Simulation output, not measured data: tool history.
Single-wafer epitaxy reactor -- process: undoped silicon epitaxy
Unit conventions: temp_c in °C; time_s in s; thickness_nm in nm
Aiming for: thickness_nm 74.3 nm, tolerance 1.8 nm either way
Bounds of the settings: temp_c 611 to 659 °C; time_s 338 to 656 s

run 1 hour=0 | temp_c=635 time_s=497 | thickness_nm=53.192
run 2 hour=5 | temp_c=644 time_s=497 | thickness_nm=67.221
run 3 hour=9.2 | temp_c=646 time_s=498 | thickness_nm=70.339
run 4 hour=13.6 | temp_c=647 time_s=498 | thickness_nm=72.535
run 5 hour=18.6 | temp_c=641 time_s=498 | thickness_nm=61.774
run 6 hour=19.8 | temp_c=635 time_s=498 | thickness_nm=53.386
run 7 hour=23.8 | temp_c=636 time_s=498 | thickness_nm=55.004
run 8 hour=24.8 | temp_c=637 time_s=498 | thickness_nm=56.394
run 9 hour=33.2 | temp_c=638 time_s=498 | thickness_nm=57.604
-- hour=40.9 pyrometer calibrated
run 10 hour=40.9 | temp_c=639 time_s=498 | thickness_nm=63.433

Of the 4 settings listed for the next run, only one would bring every result within its allowed miss of target. Which one?
run A hour=48.6 | temp_c=644 time_s=461 | thickness_nm=?
run B hour=48.6 | temp_c=637 time_s=459 | thickness_nm=?
run C hour=48.6 | temp_c=646 time_s=458 | thickness_nm=?
run D hour=48.6 | temp_c=640 time_s=566 | thickness_nm=?

move=A thickness_nm=66.722
move=B thickness_nm=55.644
move=C thickness_nm=69.691
move=D thickness_nm=74.058
A: closer than the last run, but not yet in spec
B: lands further from the targets than the last run did
C: closer than the last run, but not yet in spec
D: every result within its allowed miss
The right move is D.
